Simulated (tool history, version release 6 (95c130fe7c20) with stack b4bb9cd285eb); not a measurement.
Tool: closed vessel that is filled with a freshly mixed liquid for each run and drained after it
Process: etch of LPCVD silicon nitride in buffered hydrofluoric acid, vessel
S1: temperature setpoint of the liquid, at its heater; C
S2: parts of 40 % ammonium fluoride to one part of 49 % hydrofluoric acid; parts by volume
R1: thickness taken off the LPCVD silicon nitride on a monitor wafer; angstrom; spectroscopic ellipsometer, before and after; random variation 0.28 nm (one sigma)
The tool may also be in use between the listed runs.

Run 1, hour 0: S1 23 C, S2 8 parts by volume, time in the liquid (s) 3130. Result: R1 547.31 angstrom.
Run 2, hour 7.1: S1 22 C, S2 8 parts by volume, time in the liquid (s) 3130. Result: R1 515.39 angstrom.
Run 3, hour 12: S1 21 C, S2 8 parts by volume, time in the liquid (s) 3130. Result: R1 483.52 angstrom.
Run 4, hour 18.6: S1 21 C, S2 6 parts by volume, time in the liquid (s) 3130. Result: R1 647.93 angstrom.
Run 5, hour 20.9: S1 20 C, S2 6.5 parts by volume, time in the liquid (s) 3130. Result: R1 578.08 angstrom.
Run 6, hour 24: S1 19.5 C, S2 7 parts by volume, time in the liquid (s) 3130. Result: R1 513.72 angstrom.
Run 7, hour 30.9: S1 19 C, S2 7 parts by volume, time in the liquid (s) 3130. Result: R1 509.89 angstrom.
Run 8, hour 32.2: S1 17 C, S2 8 parts by volume, time in the liquid (s) 3130. Result: R1 394.72 angstrom.

Run 9 comes next. What will it give?
Run 9, hour 36.4: S1 17.5 C, S2 8 parts by volume, time in the liquid (s) 3130. Result: R1 ?.

R1: 403.19 angstrom
